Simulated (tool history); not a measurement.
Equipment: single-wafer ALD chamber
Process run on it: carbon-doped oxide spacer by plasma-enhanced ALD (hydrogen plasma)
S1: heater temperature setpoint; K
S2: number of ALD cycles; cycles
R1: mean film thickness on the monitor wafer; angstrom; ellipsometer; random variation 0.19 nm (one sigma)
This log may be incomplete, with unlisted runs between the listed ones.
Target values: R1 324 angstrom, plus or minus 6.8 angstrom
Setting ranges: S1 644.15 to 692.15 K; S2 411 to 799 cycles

run	hour	S1	S2	R1
1	0	668.15	605	269.26
2	6.5	668.15	523	234.02
3	15.3	658.15	523	232.13
4	23.2	658.15	588	262.34
5	30.6	652.15	588	263.27
6	37.2	652.15	519	231.02
7	40.9	652.15	581	258.93
8	45.7	652.15	622	277.67
9	55.2	652.15	622	279.34

Pick the move, out of 5, that brings all results within their allowed miss; only one does.
A	64.7	648.15	763	?
B	64.7	658.15	694	?
C	64.7	644.15	794	?
D	64.7	644.15	728	?
E	64.7	653.15	695	?

move	R1
A	339.38
B	308.69
C	353.17
D	323.82
E	309.14
A: the result that was furthest off in the last run now lies on the other side of its target
B: an improvement on the last run, though not all results are within tolerance
C: the result that was furthest off in the last run now lies on the other side of its target
D: all results land within tolerance of their targets
E: an improvement on the last run, though not all results are within tolerance
Correct choice: D, which meets every target
